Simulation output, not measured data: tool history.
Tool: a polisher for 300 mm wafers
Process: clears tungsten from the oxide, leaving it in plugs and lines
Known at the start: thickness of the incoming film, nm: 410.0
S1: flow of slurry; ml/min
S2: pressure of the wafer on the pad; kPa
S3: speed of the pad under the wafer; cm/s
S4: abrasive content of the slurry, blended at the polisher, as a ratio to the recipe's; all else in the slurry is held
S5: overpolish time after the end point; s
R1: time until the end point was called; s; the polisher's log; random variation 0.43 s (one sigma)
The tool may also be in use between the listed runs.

Run 1, day 0: S1 185 ml/min, S2 28.3 kPa, S3 98 cm/s, S4 1, S5 48 s. Result: R1 73.297 s.
Run 2, day 0.317: S1 185 ml/min, S2 28.3 kPa, S3 98 cm/s, S4 1, S5 48 s. Result: R1 74.011 s.
Run 3, day 0.675: S1 185 ml/min, S2 28.3 kPa, S3 98 cm/s, S4 1.15, S5 48 s. Result: R1 70.277 s.
Run 4, day 0.95: S1 185 ml/min, S2 28.3 kPa, S3 98 cm/s, S4 1.15, S5 51 s. Result: R1 71.191 s.
Run 5, day 1.162: S1 185 ml/min, S2 28.3 kPa, S3 98 cm/s, S4 1.15, S5 51 s. Result: R1 70.751 s.
Run 6, day 1.404: S1 195 ml/min, S2 31 kPa, S3 98 cm/s, S4 1.15, S5 51 s. Result: R1 65.555 s.
Run 7, day 1.542: S1 195 ml/min, S2 33.8 kPa, S3 98 cm/s, S4 1.15, S5 51 s. Result: R1 62.631 s.

Run 8 comes next. What will it give?
Run 8, day 1.583: S1 195 ml/min, S2 36.5 kPa, S3 98 cm/s, S4 1.15, S5 51 s. Result: R1 ?.

Run 8 gave R1 59.344 s.
